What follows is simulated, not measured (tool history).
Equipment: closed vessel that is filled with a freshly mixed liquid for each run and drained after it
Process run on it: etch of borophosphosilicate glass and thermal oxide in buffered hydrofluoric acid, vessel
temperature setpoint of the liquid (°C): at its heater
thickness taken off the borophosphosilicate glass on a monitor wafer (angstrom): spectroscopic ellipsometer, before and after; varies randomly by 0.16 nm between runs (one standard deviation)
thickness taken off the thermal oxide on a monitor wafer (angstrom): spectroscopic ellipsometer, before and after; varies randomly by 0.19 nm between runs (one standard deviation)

run,hour,temperature setpoint of the liquid (°C),parts of 40 % ammonium fluoride to one part of 49 % hydrofluoric acid (parts by volume),time in the liquid (s),thickness taken off the borophosphosilicate glass on a monitor wafer (angstrom),thickness taken off the thermal oxide on a monitor wafer (angstrom)
1,0,25,21,60,457.15,292.43
2,5.8,23.5,21,60,418.72,266.09
3,10.7,22.5,21,60,399.59,255.86
4,15.2,21.5,21,60,377.13,243.37
5,17,21,21,60,364.48,233.65
6,25,21,21,75,454.55,292.96
7,29.6,20,21.5,75,429.11,274.34
8,31.5,19,22,75,393.85,256.05
9,34.7,19,22,75,396.77,251.75
10,38,18.5,22.5,75,374.02,244.1
11,45.1,18,22.5,75,369.77,233.72

What will run 12 give?
12,48.1,18,23,75,?,?

thickness taken off the borophosphosilicate glass on a monitor wafer (angstrom): 361.82
thickness taken off the thermal oxide on a monitor wafer (angstrom): 235.35
